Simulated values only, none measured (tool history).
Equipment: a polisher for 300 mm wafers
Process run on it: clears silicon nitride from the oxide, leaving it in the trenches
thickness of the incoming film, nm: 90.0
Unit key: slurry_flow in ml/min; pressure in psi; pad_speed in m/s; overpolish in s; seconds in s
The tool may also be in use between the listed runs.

run,hour,slurry_flow,pressure,pad_speed,overpolish,seconds
1,0.0,125,3.4,0.82,14,114.060
2,8.0,125,3.4,0.82,14,117.550
3,8.7,130,3.8,0.82,14,101.820
4,16.0,135,4.1,0.82,14,93.054
5,19.4,140,4.3,0.82,14,87.752
6,20.7,140,4.5,0.82,14,86.537

Forecast run 7:
7,28.9,145,4.6,0.82,14,?

seconds: 81.896 s
